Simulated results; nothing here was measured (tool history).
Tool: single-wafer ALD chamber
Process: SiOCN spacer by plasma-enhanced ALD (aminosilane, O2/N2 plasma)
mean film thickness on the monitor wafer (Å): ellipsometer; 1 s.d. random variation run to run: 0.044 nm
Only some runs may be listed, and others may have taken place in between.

| run | hour | heater temperature setpoint (°C) | number of ALD cycles (cycles) | mean film thickness on the monitor wafer (Å) |
|---|---|---|---|---|
| 1 | 0.0 | 395 | 111 | 76.582 |
| 2 | 9.0 | 395 | 117 | 81.928 |
| 3 | 16.3 | 395 | 120 | 83.240 |
| 4 | 20.4 | 388 | 120 | 83.040 |
| 5 | 22.7 | 388 | 123 | 85.169 |
| 6 | 27.6 | 388 | 126 | 87.187 |
| 7 | 35.5 | 388 | 128 | 88.690 |

Predict the results of run 8:
| 8 | 44.2 | 388 | 130 | ? |

{"run 8": {"mean film thickness on the monitor wafer (Å)": 90.837}}
